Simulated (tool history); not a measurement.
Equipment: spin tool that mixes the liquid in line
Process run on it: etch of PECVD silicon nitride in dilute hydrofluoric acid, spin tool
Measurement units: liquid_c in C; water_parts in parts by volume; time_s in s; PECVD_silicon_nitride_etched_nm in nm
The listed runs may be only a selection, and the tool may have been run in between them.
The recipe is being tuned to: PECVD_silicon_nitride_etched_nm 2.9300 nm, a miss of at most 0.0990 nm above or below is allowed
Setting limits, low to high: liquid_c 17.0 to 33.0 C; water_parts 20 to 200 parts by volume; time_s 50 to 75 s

run  hour  liquid_c  water_parts  time_s  PECVD_silicon_nitride_etched_nm
  1   0.0      25.0          110      75                           3.4016
  2   2.3      25.0          110      50                           2.2676
  3   7.5      25.0          125      50                           2.0147
  4  11.1      27.0          125      50                           2.2795
  5  19.7      27.0          125      75                           3.4406
  6  28.0      26.5          125      75                           3.2403
  7  36.8      26.0          125      75                           3.2079
  8  45.1      25.5          125      75                           3.1115

Below are 4 possible settings for the next run. Only one of them brings all results inside the allowed miss of their targets. Which is it?
  A  53.4      26.0          100      60                                ?
  B  53.4      27.5          140      65                                ?
  C  53.4      25.0           85      50                                ?
  D  53.4      26.5          130      75                                ?

move  PECVD_silicon_nitride_etched_nm
   A                           3.2393
   B                           2.7607
   C                           2.9704
   D                           3.2202
A: lands further from the targets than the last run did
B: pushes the last run's worst result past its target
C: every result lands within tolerance
D: lands further from the targets than the last run did
The move that meets every target is C.
